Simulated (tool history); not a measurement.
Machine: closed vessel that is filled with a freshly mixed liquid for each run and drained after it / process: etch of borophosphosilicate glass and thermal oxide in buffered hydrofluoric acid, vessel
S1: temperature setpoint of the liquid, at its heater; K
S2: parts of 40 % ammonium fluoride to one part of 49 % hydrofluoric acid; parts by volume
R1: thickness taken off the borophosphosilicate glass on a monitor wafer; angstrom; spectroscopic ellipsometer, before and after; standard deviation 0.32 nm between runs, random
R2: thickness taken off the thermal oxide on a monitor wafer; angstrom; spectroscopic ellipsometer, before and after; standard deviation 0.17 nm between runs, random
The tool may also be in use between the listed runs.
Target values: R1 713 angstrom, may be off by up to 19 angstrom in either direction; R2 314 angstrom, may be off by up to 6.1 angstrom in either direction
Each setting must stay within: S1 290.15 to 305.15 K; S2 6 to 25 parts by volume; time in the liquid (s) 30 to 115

{"run": 1, "hour": 0.0, "S1": 297.15, "S2": 15.5, "time in the liquid (s)": 60, "R1": 926.84, "R2": 410.66}
{"run": 2, "hour": 6.5, "S1": 299.15, "S2": 15.5, "time in the liquid (s)": 60, "R1": 1040.4, "R2": 455.62}
{"run": 3, "hour": 9.5, "S1": 297.15, "S2": 15.5, "time in the liquid (s)": 60, "R1": 937.73, "R2": 412.95}
{"run": 4, "hour": 18.2, "S1": 295.65, "S2": 15.5, "time in the liquid (s)": 60, "R1": 859.52, "R2": 380.03}
{"run": 5, "hour": 19.9, "S1": 295.65, "S2": 13.5, "time in the liquid (s)": 60, "R1": 981.77, "R2": 429.51}
{"run": 6, "hour": 28.4, "S1": 294.15, "S2": 13.5, "time in the liquid (s)": 60, "R1": 913.61, "R2": 396.1}
{"run": 7, "hour": 35.0, "S1": 293.15, "S2": 13.5, "time in the liquid (s)": 60, "R1": 857.19, "R2": 375.99}
{"run": 8, "hour": 41.3, "S1": 293.15, "S2": 13.5, "time in the liquid (s)": 60, "R1": 856.46, "R2": 375.15}
{"run": 9, "hour": 45.5, "S1": 292.15, "S2": 13.5, "time in the liquid (s)": 60, "R1": 812.36, "R2": 355.16}
{"run": 10, "hour": 46.7, "S1": 290.15, "S2": 14, "time in the liquid (s)": 60, "R1": 702.49, "R2": 308.19}

Below are 4 possible settings for the next run. Only one of them brings all results inside the allowed miss of their targets. Which is it?
{"run": "A", "hour": 47.9, "S1": 293.15, "S2": 17.5, "time in the liquid (s)": 65, "R1": "?", "R2": "?"}
{"run": "B", "hour": 47.9, "S1": 291.15, "S2": 12.5, "time in the liquid (s)": 50, "R1": "?", "R2": "?"}
{"run": "C", "hour": 47.9, "S1": 292.15, "S2": 12, "time in the liquid (s)": 45, "R1": "?", "R2": "?"}
{"run": "D", "hour": 47.9, "S1": 290.65, "S2": 10, "time in the liquid (s)": 40, "R1": "?", "R2": "?"}

move=A R1=718.06 R2=316.9
move=B R1=689.23 R2=303.28
move=C R1=682.94 R2=300.65
move=D R1=668.07 R2=293.38
A: each result inside its tolerance
B: misses by more than the last run did
C: misses by more than the last run did
D: misses by more than the last run did
The move that meets every target is A.
